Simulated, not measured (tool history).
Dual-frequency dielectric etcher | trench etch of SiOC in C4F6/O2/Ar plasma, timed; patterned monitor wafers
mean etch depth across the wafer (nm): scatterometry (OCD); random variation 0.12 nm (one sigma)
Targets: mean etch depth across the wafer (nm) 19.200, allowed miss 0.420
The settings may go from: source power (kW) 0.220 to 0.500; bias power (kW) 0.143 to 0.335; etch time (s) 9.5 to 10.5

| run | hour | source power (kW) | bias power (kW) | etch time (s) | mean etch depth across the wafer (nm) |
|---|---|---|---|---|---|
| 1 | 0.0 | 0.360 | 0.239 | 10.5 | 21.886 |
| 2 | 6.7 | 0.360 | 0.272 | 10.5 | 23.627 |
| 3 | 13.9 | 0.410 | 0.272 | 10.5 | 25.250 |
| 4 | 22.0 | 0.360 | 0.265 | 10.5 | 23.428 |
| 5 | 30.9 | 0.360 | 0.289 | 10.5 | 23.934 |
| 6 | 34.2 | 0.320 | 0.282 | 10.5 | 22.545 |
| 7 | 41.2 | 0.290 | 0.276 | 10.5 | 21.024 |
| 8 | 49.7 | 0.230 | 0.271 | 10.5 | 18.392 |
| 9 | 53.9 | 0.240 | 0.271 | 10.5 | 18.390 |
| 10 | 59.7 | 0.240 | 0.271 | 10.5 | 18.557 |

4 next moves are on the table. One of them brings every result within its allowed miss. Which?
| A | 65.5 | 0.240 | 0.264 | 10.5 | ? |
| B | 65.5 | 0.250 | 0.254 | 10.5 | ? |
| C | 65.5 | 0.250 | 0.269 | 10.5 | ? |
| D | 65.5 | 0.270 | 0.275 | 10.5 | ? |

| move | mean etch depth across the wafer (nm) |
|---|---|
| A | 18.332 |
| B | 18.467 |
| C | 18.967 |
| D | 20.062 |
A: further off than the last run
B: further off than the last run
C: meets every target
D: takes the result that was furthest off past its target
Move C is the one to make.

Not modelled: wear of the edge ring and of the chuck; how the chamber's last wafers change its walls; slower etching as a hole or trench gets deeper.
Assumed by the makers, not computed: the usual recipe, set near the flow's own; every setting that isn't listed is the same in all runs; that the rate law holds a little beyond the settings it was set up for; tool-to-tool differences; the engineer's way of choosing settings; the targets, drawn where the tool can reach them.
